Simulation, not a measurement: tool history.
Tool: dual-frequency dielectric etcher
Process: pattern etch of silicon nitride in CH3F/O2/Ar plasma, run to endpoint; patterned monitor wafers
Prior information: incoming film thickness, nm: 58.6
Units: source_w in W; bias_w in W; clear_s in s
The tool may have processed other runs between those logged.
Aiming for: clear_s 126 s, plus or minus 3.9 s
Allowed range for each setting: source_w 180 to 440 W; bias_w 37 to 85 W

run,day,source_w,bias_w,clear_s
1,0,310,61,105.53
2,0.35,290,59,109.22
3,0.608,290,51,113.75
4,0.646,290,58,110.01
5,0.929,330,58,105.08
6,1.242,310,55,109
7,1.525,290,53,112.77
8,1.65,280,52,114.45
9,1.846,270,51,114.12
10,2.038,260,48,117.41

Which single option among these 4 for the next run brings every result within its allowed miss of target? Just one does.
A,2.229,250,62,?
B,2.229,280,60,?
C,2.229,190,47,?
D,2.229,320,57,?

move,clear_s
A,108.31
B,106.92
C,124.56
D,105.52
A: lands further from the targets than the last run did
B: lands further from the targets than the last run did
C: in spec on every target
D: lands further from the targets than the last run did
Answer: C
